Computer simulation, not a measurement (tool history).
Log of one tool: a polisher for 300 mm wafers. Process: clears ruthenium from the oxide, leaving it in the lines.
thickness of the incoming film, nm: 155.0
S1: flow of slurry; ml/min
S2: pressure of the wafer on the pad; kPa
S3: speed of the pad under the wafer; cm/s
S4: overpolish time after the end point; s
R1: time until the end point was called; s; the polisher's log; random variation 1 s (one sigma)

run    day   S1    S2   S3  S4      R1
  1      0  230  14.5  100  15  132.31
  2  0.183  230  14.5   86  15  153.77
  3  0.221  230  14.5   86  15  151.55
  4  0.488  230  16.5   88  15  133.32
  5  0.638  230  16.5   70  15  165.82
  6  0.904  230  17.9   78  15  135.24
  7  1.204  235  22.1   96  15  91.795
  8  1.533  235  22.1   98  15  91.079
  9   1.75  235  22.1  100  15  89.049

Run 10 comes next. What will it give?
 10  1.833  235  22.1  100  15   ?

{"run 10": {"R1": 88.026}}
